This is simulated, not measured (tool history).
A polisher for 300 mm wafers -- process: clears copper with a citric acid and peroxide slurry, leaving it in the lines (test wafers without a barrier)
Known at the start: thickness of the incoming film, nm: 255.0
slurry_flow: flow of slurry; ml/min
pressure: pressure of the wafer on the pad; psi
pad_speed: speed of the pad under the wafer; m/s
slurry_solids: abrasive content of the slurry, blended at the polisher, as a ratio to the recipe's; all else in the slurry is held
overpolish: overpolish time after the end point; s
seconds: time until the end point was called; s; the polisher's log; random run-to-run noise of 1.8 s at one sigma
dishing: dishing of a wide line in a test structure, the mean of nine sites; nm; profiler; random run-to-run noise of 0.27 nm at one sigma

run 1 hour=0 | slurry_flow=180 pressure=3 pad_speed=1.16 slurry_solids=1 overpolish=25 | seconds=100.21 dishing=38.807
run 2 hour=6.7 | slurry_flow=180 pressure=3 pad_speed=1.4 slurry_solids=1 overpolish=25 | seconds=82.626 dishing=43.865
run 3 hour=10.7 | slurry_flow=180 pressure=2.6 pad_speed=1.36 slurry_solids=1 overpolish=21 | seconds=94.846 dishing=33.509
run 4 hour=13.5 | slurry_flow=180 pressure=2.6 pad_speed=1.36 slurry_solids=1 overpolish=11 | seconds=94.381 dishing=19.399
run 5 hour=14.8 | slurry_flow=180 pressure=2.6 pad_speed=1.36 slurry_solids=1 overpolish=15 | seconds=91.68 dishing=25.019
run 6 hour=19.1 | slurry_flow=180 pressure=2.6 pad_speed=1.36 slurry_solids=0.9 overpolish=15 | seconds=97.589 dishing=25.086

Forecast run 7:
run 7 hour=22.6 | slurry_flow=180 pressure=2.3 pad_speed=1.36 slurry_solids=0.9 overpolish=15 | seconds=? dishing=?

seconds: 106.08 s
dishing: 22.764 nm

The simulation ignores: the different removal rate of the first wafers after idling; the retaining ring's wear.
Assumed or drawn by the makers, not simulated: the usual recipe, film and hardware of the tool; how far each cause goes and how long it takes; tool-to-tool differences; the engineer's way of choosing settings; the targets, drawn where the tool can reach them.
